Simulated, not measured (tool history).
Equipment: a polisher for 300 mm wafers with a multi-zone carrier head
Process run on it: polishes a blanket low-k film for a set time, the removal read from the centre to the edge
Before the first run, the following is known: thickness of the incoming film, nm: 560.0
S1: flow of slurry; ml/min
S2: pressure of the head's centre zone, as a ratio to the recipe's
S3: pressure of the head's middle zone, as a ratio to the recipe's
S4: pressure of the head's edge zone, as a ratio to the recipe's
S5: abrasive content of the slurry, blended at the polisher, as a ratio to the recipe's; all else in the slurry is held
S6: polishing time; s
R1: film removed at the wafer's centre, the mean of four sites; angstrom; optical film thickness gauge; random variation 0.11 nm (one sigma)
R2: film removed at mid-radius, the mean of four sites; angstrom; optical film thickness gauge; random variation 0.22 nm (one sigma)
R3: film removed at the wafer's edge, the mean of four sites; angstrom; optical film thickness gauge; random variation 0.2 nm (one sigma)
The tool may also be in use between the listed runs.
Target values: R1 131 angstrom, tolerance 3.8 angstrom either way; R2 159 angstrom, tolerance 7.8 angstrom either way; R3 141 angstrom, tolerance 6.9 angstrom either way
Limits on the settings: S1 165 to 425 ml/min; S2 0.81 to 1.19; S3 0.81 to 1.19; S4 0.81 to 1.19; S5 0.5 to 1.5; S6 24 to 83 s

{"run": 1, "hour": 0.0, "S1": 275, "S2": 1, "S3": 1, "S4": 1, "S5": 1, "S6": 53, "R1": 331.73, "R2": 329.45, "R3": 313.04}
{"run": 2, "hour": 8.4, "S1": 275, "S2": 1.05, "S3": 1, "S4": 1, "S5": 1, "S6": 53, "R1": 352.79, "R2": 340.19, "R3": 313.8}
{"run": 3, "hour": 10.6, "S1": 270, "S2": 1.02, "S3": 1.01, "S4": 0.98, "S5": 0.95, "S6": 49, "R1": 304.77, "R2": 307.78, "R3": 285.94}
{"run": 4, "hour": 18.6, "S1": 270, "S2": 1.02, "S3": 0.94, "S4": 0.98, "S5": 0.95, "S6": 49, "R1": 301.98, "R2": 291.17, "R3": 289.03}
{"run": 5, "hour": 20.0, "S1": 270, "S2": 1.02, "S3": 1, "S4": 0.98, "S5": 0.95, "S6": 49, "R1": 302.4, "R2": 308.03, "R3": 287.12}
{"run": 6, "hour": 28.2, "S1": 270, "S2": 0.97, "S3": 1, "S4": 0.98, "S5": 0.95, "S6": 49, "R1": 297.3, "R2": 300.35, "R3": 292.01}
{"run": 7, "hour": 34.9, "S1": 255, "S2": 0.96, "S3": 1.01, "S4": 0.96, "S5": 0.9, "S6": 45, "R1": 254.56, "R2": 273.36, "R3": 259.72}
{"run": 8, "hour": 40.7, "S1": 250, "S2": 0.97, "S3": 1.01, "S4": 0.94, "S5": 0.85, "S6": 42, "R1": 239.33, "R2": 249.73, "R3": 231.88}
{"run": 9, "hour": 48.0, "S1": 245, "S2": 0.95, "S3": 1.02, "S4": 0.93, "S5": 0.8, "S6": 40, "R1": 219.45, "R2": 229.85, "R3": 212.1}
{"run": 10, "hour": 53.4, "S1": 235, "S2": 0.93, "S3": 1.04, "S4": 0.93, "S5": 0.75, "S6": 38, "R1": 195.14, "R2": 219.44, "R3": 192.75}
{"run": 11, "hour": 55.9, "S1": 230, "S2": 0.92, "S3": 1.04, "S4": 0.93, "S5": 0.7, "S6": 37, "R1": 182.07, "R2": 211.52, "R3": 183.85}
{"run": 12, "hour": 58.6, "S1": 225, "S2": 0.84, "S3": 0.94, "S4": 0.85, "S5": 0.5, "S6": 29, "R1": 115.86, "R2": 132.46, "R3": 124.85}
{"run": 13, "hour": 65.6, "S1": 235, "S2": 0.84, "S3": 0.95, "S4": 0.87, "S5": 0.5, "S6": 29, "R1": 116.68, "R2": 133.18, "R3": 126.6}
{"run": 14, "hour": 70.0, "S1": 235, "S2": 0.85, "S3": 0.97, "S4": 0.89, "S5": 0.5, "S6": 29, "R1": 116.41, "R2": 137.36, "R3": 128.64}
{"run": 15, "hour": 74.9, "S1": 235, "S2": 0.86, "S3": 0.98, "S4": 0.9, "S5": 0.5, "S6": 29, "R1": 117.27, "R2": 136.74, "R3": 129.08}
{"run": 16, "hour": 75.9, "S1": 235, "S2": 0.87, "S3": 0.99, "S4": 0.91, "S5": 0.5, "S6": 29, "R1": 119.81, "R2": 139.19, "R3": 129.08}
{"run": 17, "hour": 78.2, "S1": 235, "S2": 0.87, "S3": 1, "S4": 0.92, "S5": 0.5, "S6": 29, "R1": 118.25, "R2": 138.44, "R3": 129.83}

Below are 5 possible settings for the next run. Only one of them brings all results inside the allowed miss of their targets. Which is it?
{"run": "A", "hour": 80.5, "S1": 275, "S2": 0.88, "S3": 0.82, "S4": 1.01, "S5": 0.55, "S6": 32, "R1": "?", "R2": "?", "R3": "?"}
{"run": "B", "hour": 80.5, "S1": 305, "S2": 0.89, "S3": 0.9, "S4": 1.06, "S5": 0.5, "S6": 32, "R1": "?", "R2": "?", "R3": "?"}
{"run": "C", "hour": 80.5, "S1": 290, "S2": 0.82, "S3": 0.95, "S4": 0.95, "S5": 0.5, "S6": 26, "R1": "?", "R2": "?", "R3": "?"}
{"run": "D", "hour": 80.5, "S1": 175, "S2": 0.9, "S3": 1.08, "S4": 0.97, "S5": 0.55, "S6": 31, "R1": "?", "R2": "?", "R3": "?"}
{"run": "E", "hour": 80.5, "S1": 300, "S2": 0.97, "S3": 0.92, "S4": 1.01, "S5": 0.5, "S6": 30, "R1": "?", "R2": "?", "R3": "?"}

move=A R1=141.76 R2=137.66 R3=160.05
move=B R1=140.32 R2=145.04 R3=159.49
move=C R1=104.38 R2=122.63 R3=122.32
move=D R1=130.18 R2=156.21 R3=143.91
move=E R1=143.22 R2=138.17 R3=145.79
A: the result that was furthest off in the last run now lies on the other side of its target
B: the result that was furthest off in the last run now lies on the other side of its target
C: its largest miss is bigger than the last run's
D: every result within its allowed miss
E: the result that was furthest off in the last run now lies on the other side of its target
Go with D: it meets all targets.
